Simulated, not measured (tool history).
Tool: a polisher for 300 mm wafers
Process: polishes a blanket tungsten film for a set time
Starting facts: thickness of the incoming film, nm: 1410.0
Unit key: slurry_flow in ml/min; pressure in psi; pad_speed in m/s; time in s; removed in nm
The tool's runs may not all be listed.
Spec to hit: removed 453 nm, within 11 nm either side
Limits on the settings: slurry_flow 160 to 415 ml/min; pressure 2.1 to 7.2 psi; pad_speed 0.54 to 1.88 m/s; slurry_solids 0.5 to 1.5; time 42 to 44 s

{"run": 1, "day": 0.0, "slurry_flow": 265, "pressure": 4.6, "pad_speed": 1.2, "slurry_solids": 1, "time": 42, "removed": 342.53}
{"run": 2, "day": 0.075, "slurry_flow": 265, "pressure": 4.6, "pad_speed": 1.34, "slurry_solids": 1, "time": 42, "removed": 379.97}
{"run": 3, "day": 0.446, "slurry_flow": 265, "pressure": 3.5, "pad_speed": 1.34, "slurry_solids": 1, "time": 42, "removed": 294.05}
{"run": 4, "day": 0.688, "slurry_flow": 265, "pressure": 3.7, "pad_speed": 1.34, "slurry_solids": 1, "time": 42, "removed": 311.33}
{"run": 5, "day": 1.046, "slurry_flow": 265, "pressure": 3.9, "pad_speed": 1.34, "slurry_solids": 1, "time": 42, "removed": 324.65}
{"run": 6, "day": 1.1, "slurry_flow": 265, "pressure": 4, "pad_speed": 1.34, "slurry_solids": 1, "time": 42, "removed": 332.34}
{"run": 7, "day": 1.308, "slurry_flow": 265, "pressure": 4.1, "pad_speed": 1.34, "slurry_solids": 1, "time": 42, "removed": 339.41}
{"run": 8, "day": 1.404, "slurry_flow": 265, "pressure": 4.2, "pad_speed": 1.34, "slurry_solids": 1, "time": 42, "removed": 348.23}
{"run": 9, "day": 1.612, "slurry_flow": 265, "pressure": 4.3, "pad_speed": 1.34, "slurry_solids": 1, "time": 42, "removed": 361.62}
{"run": 10, "day": 1.858, "slurry_flow": 265, "pressure": 4.4, "pad_speed": 1.34, "slurry_solids": 1, "time": 42, "removed": 363.12}

5 candidate next runs follow, results not yet known. Just one meets every target within its allowed miss. Identify it.
{"run": "A", "day": 2.104, "slurry_flow": 320, "pressure": 4, "pad_speed": 1.18, "slurry_solids": 1, "time": 44, "removed": "?"}
{"run": "B", "day": 2.104, "slurry_flow": 235, "pressure": 5, "pad_speed": 1.8, "slurry_solids": 0.7, "time": 44, "removed": "?"}
{"run": "C", "day": 2.104, "slurry_flow": 290, "pressure": 4.9, "pad_speed": 1.22, "slurry_solids": 1, "time": 44, "removed": "?"}
{"run": "D", "day": 2.104, "slurry_flow": 275, "pressure": 3.9, "pad_speed": 1.34, "slurry_solids": 1.05, "time": 42, "removed": "?"}
{"run": "E", "day": 2.104, "slurry_flow": 210, "pressure": 4.7, "pad_speed": 1.76, "slurry_solids": 0.7, "time": 44, "removed": "?"}

move=A removed=315.39
move=B removed=496.12
move=C removed=392.75
move=D removed=332.65
move=E removed=450.58
A: lands further from the targets than the last run did
B: pushes the last run's worst result past its target
C: better than the last run, though not everything is in spec
D: lands further from the targets than the last run did
E: every result lands within tolerance
Move E is the one to make.

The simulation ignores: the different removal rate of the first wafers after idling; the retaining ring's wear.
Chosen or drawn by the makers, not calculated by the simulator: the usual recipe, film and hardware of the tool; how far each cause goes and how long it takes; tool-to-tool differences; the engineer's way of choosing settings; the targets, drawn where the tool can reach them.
